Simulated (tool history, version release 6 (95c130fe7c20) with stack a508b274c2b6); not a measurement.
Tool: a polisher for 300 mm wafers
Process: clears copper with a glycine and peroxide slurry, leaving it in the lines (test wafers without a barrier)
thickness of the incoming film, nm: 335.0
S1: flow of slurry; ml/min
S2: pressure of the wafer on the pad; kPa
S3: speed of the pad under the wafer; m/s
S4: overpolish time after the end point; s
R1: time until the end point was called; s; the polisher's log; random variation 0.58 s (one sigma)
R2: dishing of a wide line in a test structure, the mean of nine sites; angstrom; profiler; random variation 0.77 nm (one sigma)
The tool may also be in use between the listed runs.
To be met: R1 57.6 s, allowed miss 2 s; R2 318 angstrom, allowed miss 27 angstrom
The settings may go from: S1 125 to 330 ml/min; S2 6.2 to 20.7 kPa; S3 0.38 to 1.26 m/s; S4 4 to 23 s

run,hour,S1,S2,S3,S4,R1,R2
1,0,210,13.1,0.82,12,88.431,244.55
2,3,210,14.5,0.82,12,83.88,244.7
3,7.9,215,15.9,0.84,13,76.565,269.04
4,11.5,215,16.5,0.86,13,73.666,272.34
5,18.5,215,19.3,0.86,13,65.223,293.07
6,26,215,20.7,0.86,13,62.865,294.24
7,32.5,215,20.7,0.86,13,63.048,291.05
8,37.7,220,20.7,0.88,13,61.464,293.39
9,40.7,220,20.7,0.9,13,59.719,282.05

Which of these 4 next moves meets every target?
A,43.7,230,20,0.98,10,?,?
B,43.7,150,20.7,0.9,11,?,?
C,43.7,150,20.7,1.1,10,?,?
D,43.7,230,20.7,0.92,15,?,?

move,R1,R2
A,57.818,266.3
B,64.516,266.03
C,54.628,270.02
D,59.332,309.34
A: further off than the last run
B: further off than the last run
C: further off than the last run
D: meets every target
The right move is D.
